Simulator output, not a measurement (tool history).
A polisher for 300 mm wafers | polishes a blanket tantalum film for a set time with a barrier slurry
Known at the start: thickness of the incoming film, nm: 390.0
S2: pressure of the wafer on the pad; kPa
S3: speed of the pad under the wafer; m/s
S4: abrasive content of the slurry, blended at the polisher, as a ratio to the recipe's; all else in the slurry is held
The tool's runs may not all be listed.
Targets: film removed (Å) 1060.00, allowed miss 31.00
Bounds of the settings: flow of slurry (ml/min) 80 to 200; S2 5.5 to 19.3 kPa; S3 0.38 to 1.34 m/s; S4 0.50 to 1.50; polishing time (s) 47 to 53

{"run": 1, "hour": 0.0, "flow of slurry (ml/min)": 130, "S2": 12.4, "S3": 0.86, "S4": 1.0, "polishing time (s)": 53, "film removed (Å)": 593.29}
{"run": 2, "hour": 2.0, "flow of slurry (ml/min)": 130, "S2": 12.4, "S3": 0.98, "S4": 1.0, "polishing time (s)": 53, "film removed (Å)": 687.13}
{"run": 3, "hour": 7.2, "flow of slurry (ml/min)": 135, "S2": 13.1, "S3": 0.98, "S4": 1.0, "polishing time (s)": 53, "film removed (Å)": 720.67}
{"run": 4, "hour": 10.6, "flow of slurry (ml/min)": 135, "S2": 13.8, "S3": 0.98, "S4": 1.0, "polishing time (s)": 53, "film removed (Å)": 751.77}
{"run": 5, "hour": 19.3, "flow of slurry (ml/min)": 135, "S2": 13.8, "S3": 0.98, "S4": 1.0, "polishing time (s)": 47, "film removed (Å)": 670.72}
{"run": 6, "hour": 20.1, "flow of slurry (ml/min)": 135, "S2": 13.8, "S3": 0.98, "S4": 1.15, "polishing time (s)": 47, "film removed (Å)": 691.86}
{"run": 7, "hour": 26.3, "flow of slurry (ml/min)": 135, "S2": 14.5, "S3": 0.98, "S4": 1.15, "polishing time (s)": 47, "film removed (Å)": 718.0}
{"run": 8, "hour": 35.1, "flow of slurry (ml/min)": 135, "S2": 15.2, "S3": 0.98, "S4": 1.15, "polishing time (s)": 47, "film removed (Å)": 759.32}
{"run": 9, "hour": 36.4, "flow of slurry (ml/min)": 170, "S2": 18.6, "S3": 0.98, "S4": 1.15, "polishing time (s)": 47, "film removed (Å)": 959.79}
{"run": 10, "hour": 45.0, "flow of slurry (ml/min)": 170, "S2": 19.3, "S3": 1.0, "S4": 1.15, "polishing time (s)": 47, "film removed (Å)": 1011.7}

Which of these 5 next moves meets every target?
{"run": "A", "hour": 53.6, "flow of slurry (ml/min)": 180, "S2": 19.3, "S3": 0.94, "S4": 1.3, "polishing time (s)": 51, "film removed (Å)": "?"}
{"run": "B", "hour": 53.6, "flow of slurry (ml/min)": 165, "S2": 18.6, "S3": 1.0, "S4": 1.15, "polishing time (s)": 48, "film removed (Å)": "?"}
{"run": "C", "hour": 53.6, "flow of slurry (ml/min)": 200, "S2": 15.2, "S3": 1.2, "S4": 0.95, "polishing time (s)": 49, "film removed (Å)": "?"}
{"run": "D", "hour": 53.6, "flow of slurry (ml/min)": 160, "S2": 18.6, "S3": 1.02, "S4": 1.1, "polishing time (s)": 47, "film removed (Å)": "?"}
{"run": "E", "hour": 53.6, "flow of slurry (ml/min)": 155, "S2": 19.3, "S3": 0.98, "S4": 1.0, "polishing time (s)": 50, "film removed (Å)": "?"}

move=A film_removed_(Å)=1077.40
move=B film_removed_(Å)=1001.30
move=C film_removed_(Å)=987.33
move=D film_removed_(Å)=985.77
move=E film_removed_(Å)=1019.50
A: meets every target
B: further off than the last run
C: further off than the last run
D: further off than the last run
E: nearer than the last run, and not there yet
Answer: A

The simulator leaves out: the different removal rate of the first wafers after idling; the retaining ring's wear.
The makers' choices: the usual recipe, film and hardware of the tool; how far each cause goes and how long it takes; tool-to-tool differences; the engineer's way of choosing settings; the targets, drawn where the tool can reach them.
